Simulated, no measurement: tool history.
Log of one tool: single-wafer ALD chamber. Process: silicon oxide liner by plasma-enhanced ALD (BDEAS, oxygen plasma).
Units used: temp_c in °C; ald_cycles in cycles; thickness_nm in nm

run	hour	temp_c	ald_cycles	thickness_nm
1	0.0	315	48	4.5140
2	6.0	315	44	4.1267
3	14.7	309	44	4.1775
4	22.9	300	44	4.2057
5	27.2	300	46	4.4167
6	31.2	300	49	4.6836
7	34.3	300	51	4.9106
8	39.3	300	52	4.9736
9	41.1	300	53	5.0910
10	42.5	300	54	5.1965
11	50.8	300	55	5.3272

For run 12, what comes out?
12	58.7	300	56	?

Run 12 yielded thickness_nm 5.3704 nm.
